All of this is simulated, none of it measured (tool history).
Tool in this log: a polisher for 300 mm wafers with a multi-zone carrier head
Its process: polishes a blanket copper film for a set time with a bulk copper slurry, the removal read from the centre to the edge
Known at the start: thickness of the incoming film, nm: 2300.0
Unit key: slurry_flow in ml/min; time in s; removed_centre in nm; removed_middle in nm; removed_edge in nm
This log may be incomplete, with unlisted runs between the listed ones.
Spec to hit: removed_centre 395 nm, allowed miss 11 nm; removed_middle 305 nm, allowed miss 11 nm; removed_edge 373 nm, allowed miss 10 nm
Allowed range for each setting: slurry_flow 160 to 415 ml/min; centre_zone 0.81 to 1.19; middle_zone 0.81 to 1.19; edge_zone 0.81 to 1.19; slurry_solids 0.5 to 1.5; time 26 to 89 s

run,day,slurry_flow,centre_zone,middle_zone,edge_zone,slurry_solids,time,removed_centre,removed_middle,removed_edge
1,0,265,1,1,1,1,57,531.52,535.59,566.54
2,0.067,265,1,1,1,0.85,57,526.75,534.99,554.14
3,0.108,305,1,1,1,0.85,57,537.62,545.01,550.69
4,0.192,305,1,1,1,0.85,43,401.1,402.33,415.22
5,0.321,285,1.02,0.95,0.99,0.8,42,392.04,373.37,401.12
6,0.521,270,1.05,0.91,0.99,0.75,42,402.47,360.71,397.77
7,0.8,255,1.07,0.88,1,0.7,41,390.66,333.89,383.53
8,0.862,250,1.08,0.86,1,0.7,41,393.79,324.49,385.9
9,1.108,245,1.09,0.85,0.99,0.7,41,400.68,324.76,382.6
10,1.475,240,1.09,0.84,0.99,0.7,41,397.57,320.4,380.51

Exercise: of the 4 proposed moves below, exactly one satisfies all targets within the stated allowed misses. Which move is it?
A,1.842,235,1.07,0.85,0.96,0.6,42,?,?,?
B,1.842,200,1.09,0.81,0.92,0.6,42,?,?,?
C,1.842,260,1.09,0.85,0.99,0.55,43,?,?,?
D,1.842,245,1.13,0.93,1.12,0.65,40,?,?,?

move,removed_centre,removed_middle,removed_edge
A,395.47,321.67,379.6
B,396.97,305.17,371.17
C,411.61,328.3,390.49
D,403.79,334.46,384.82
A: the biggest miss grows against the last run
B: hits every target within its allowed miss
C: the biggest miss grows against the last run
D: the biggest miss grows against the last run
Move B is the one to make.

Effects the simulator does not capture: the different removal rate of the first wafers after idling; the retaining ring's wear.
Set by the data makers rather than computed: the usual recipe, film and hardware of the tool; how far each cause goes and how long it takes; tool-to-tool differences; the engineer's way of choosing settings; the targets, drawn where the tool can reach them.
